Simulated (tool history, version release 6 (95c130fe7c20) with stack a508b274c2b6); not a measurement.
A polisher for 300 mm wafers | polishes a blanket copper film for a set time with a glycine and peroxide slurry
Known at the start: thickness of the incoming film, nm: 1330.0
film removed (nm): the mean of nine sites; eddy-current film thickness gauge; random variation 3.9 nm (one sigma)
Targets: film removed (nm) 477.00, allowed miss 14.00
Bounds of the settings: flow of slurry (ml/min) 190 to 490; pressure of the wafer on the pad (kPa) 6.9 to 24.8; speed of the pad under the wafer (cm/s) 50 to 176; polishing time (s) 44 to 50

run	hour	flow of slurry (ml/min)	pressure of the wafer on the pad (kPa)	speed of the pad under the wafer (cm/s)	polishing time (s)	film removed (nm)
1	0.0	315	15.9	112	50	299.02
2	1.4	315	15.9	112	50	299.05
3	7.2	315	15.9	112	44	262.95
4	12.6	315	17.2	114	44	287.69
5	19.1	315	17.2	96	44	250.72
6	24.1	315	17.2	96	50	282.23
7	25.5	315	18.6	100	50	308.39
8	27.5	315	18.6	100	50	304.38
9	31.0	315	19.3	104	50	329.27
10	35.6	320	23.4	114	50	422.88
11	37.4	320	23.4	116	50	428.22
12	40.7	320	24.1	120	50	448.31

4 next moves are on the table. One of them brings every result within its allowed miss. Which?
A	44.0	335	24.1	120	49	?
B	44.0	200	24.8	134	48	?
C	44.0	315	23.4	118	50	?
D	44.0	320	23.4	112	48	?

move	film removed (nm)
A	440.78
B	472.65
C	430.95
D	395.77
A: further off than the last run
B: meets every target
C: further off than the last run
D: further off than the last run
The right move is B.
